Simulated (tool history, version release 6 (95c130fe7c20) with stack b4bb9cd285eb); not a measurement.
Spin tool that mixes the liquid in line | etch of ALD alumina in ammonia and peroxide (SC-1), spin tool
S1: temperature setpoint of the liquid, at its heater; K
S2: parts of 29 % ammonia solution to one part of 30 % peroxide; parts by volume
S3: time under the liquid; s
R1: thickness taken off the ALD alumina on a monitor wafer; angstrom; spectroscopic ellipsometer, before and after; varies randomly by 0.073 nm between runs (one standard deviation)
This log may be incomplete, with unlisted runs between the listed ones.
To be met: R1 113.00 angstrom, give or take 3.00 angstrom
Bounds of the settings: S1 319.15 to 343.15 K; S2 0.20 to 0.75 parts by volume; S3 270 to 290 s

run,hour,S1,S2,S3,R1
1,0.0,335.15,0.45,270,204.33
2,5.4,335.15,0.45,270,201.25
3,10.1,333.65,0.45,270,189.17
4,12.2,333.65,0.50,270,189.82
5,20.0,331.15,0.50,270,167.77
6,27.9,330.15,0.50,270,157.73
7,35.4,329.15,0.50,270,149.17
8,42.1,328.65,0.50,270,146.35
9,44.4,328.15,0.50,270,143.51
10,46.6,327.65,0.50,270,138.13
11,52.7,327.15,0.50,270,135.61
12,55.3,326.65,0.50,270,131.19
13,61.9,326.15,0.50,270,128.62

Exactly one of the 4 candidate moves below puts every result within its allowed miss. Which one?
A,68.5,324.15,0.45,270,?
B,68.5,322.65,0.50,270,?
C,68.5,327.65,0.55,275,?
D,68.5,326.15,0.60,275,?

move,R1
A,113.55
B,105.63
C,142.39
D,132.48
A: all results land within tolerance of their targets
B: takes the result that was furthest off past its target
C: lands further from the targets than the last run did
D: lands further from the targets than the last run did
Go with A: it meets all targets.
